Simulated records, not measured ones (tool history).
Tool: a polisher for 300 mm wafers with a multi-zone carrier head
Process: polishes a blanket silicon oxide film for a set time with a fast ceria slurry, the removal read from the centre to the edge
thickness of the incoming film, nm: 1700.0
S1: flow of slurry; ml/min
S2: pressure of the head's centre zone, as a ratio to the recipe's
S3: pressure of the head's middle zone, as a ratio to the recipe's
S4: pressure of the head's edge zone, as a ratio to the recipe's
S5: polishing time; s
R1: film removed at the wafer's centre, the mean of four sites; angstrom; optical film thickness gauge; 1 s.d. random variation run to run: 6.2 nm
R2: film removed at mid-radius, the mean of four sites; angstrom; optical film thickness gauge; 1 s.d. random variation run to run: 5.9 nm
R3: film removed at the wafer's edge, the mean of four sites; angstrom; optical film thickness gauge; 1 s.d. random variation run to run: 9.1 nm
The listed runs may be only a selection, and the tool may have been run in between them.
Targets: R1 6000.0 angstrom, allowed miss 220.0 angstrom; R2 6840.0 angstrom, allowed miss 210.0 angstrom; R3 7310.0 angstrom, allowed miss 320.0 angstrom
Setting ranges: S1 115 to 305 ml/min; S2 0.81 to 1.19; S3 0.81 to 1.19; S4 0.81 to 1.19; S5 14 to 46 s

run	hour	S1	S2	S3	S4	S5	R1	R2	R3
1	0.0	195	1.00	1.00	1.00	30	4553.1	4625.1	4709.6
2	8.8	155	1.00	1.00	1.00	30	4464.5	4450.6	4691.6
3	10.9	155	1.08	1.00	1.00	30	4787.3	4462.7	4569.4
4	13.6	155	1.04	1.02	1.04	33	5011.3	4946.3	5147.6
5	22.6	160	1.01	1.03	1.07	36	5370.2	5479.4	5691.6
6	24.8	165	0.98	1.03	1.10	38	5550.4	5783.4	6162.1
7	33.6	175	0.96	1.04	1.12	39	5628.3	6104.9	6576.4
8	40.1	195	0.96	1.05	1.14	39	5766.0	6221.6	6479.8
# hour 47.1: worn pad replaced by a new one
9	47.1	195	0.95	1.05	1.15	40	6322.3	6883.7	7436.3

Which single option among these 4 for the next run brings every result within its allowed miss of target? Just one does.
A	54.1	220	0.90	1.03	1.11	40	?	?	?
B	54.1	210	1.00	1.06	1.10	40	?	?	?
C	54.1	125	1.01	1.10	1.11	43	?	?	?
D	54.1	240	0.95	1.02	1.06	40	?	?	?

move	R1	R2	R3
A	6194.7	6913.0	7294.8
B	6808.5	7031.0	7229.0
C	6723.4	7160.5	7339.2
D	6599.3	6929.5	7196.2
A: every result lands within tolerance
B: the biggest miss grows against the last run
C: the biggest miss grows against the last run
D: the biggest miss grows against the last run
So the answer is move A, the one that meets all the targets.

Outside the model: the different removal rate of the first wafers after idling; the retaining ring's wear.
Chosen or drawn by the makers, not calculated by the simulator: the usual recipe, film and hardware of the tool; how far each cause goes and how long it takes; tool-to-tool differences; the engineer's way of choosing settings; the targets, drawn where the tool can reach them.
